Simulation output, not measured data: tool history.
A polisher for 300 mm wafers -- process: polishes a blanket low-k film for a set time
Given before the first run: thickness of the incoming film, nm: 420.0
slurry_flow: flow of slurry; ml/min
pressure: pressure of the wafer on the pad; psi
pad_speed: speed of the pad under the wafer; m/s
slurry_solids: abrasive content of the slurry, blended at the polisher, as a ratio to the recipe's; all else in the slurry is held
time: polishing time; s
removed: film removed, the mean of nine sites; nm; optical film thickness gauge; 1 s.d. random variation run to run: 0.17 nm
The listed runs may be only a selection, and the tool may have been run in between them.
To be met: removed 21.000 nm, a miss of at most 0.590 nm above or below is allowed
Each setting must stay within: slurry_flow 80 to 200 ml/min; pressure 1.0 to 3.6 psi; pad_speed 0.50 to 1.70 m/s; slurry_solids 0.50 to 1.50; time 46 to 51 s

run,hour,slurry_flow,pressure,pad_speed,slurry_solids,time,removed
1,0.0,130,2.3,1.10,1.00,51,24.490
2,7.7,130,2.3,1.10,1.00,51,24.422
3,14.6,125,2.2,1.10,1.00,51,23.241
4,15.7,125,2.6,1.10,1.00,51,26.742
5,18.1,120,2.5,1.10,1.00,51,25.270
6,21.7,115,2.5,1.10,1.00,51,25.332
7,28.3,110,2.4,1.10,1.00,51,24.313
8,29.5,105,2.3,1.10,1.00,51,23.160
9,34.1,100,2.3,1.10,1.00,51,22.845

Next run, 5 choices. One meets every target within its allowed miss, the rest don't. Which?
A,38.7,105,2.2,0.80,1.15,49,?
B,38.7,140,2.6,0.76,0.90,47,?
C,38.7,110,2.4,1.08,0.85,49,?
D,38.7,110,2.4,1.00,1.05,49,?
E,38.7,85,1.8,1.10,1.10,51,?

move,removed
A,20.179
B,20.074
C,21.277
D,23.166
E,19.429
A: the result that was furthest off in the last run now lies on the other side of its target
B: the result that was furthest off in the last run now lies on the other side of its target
C: all results land within tolerance of their targets
D: misses by more than the last run did
E: the result that was furthest off in the last run now lies on the other side of its target
C is the move that brings every result within its allowed miss.
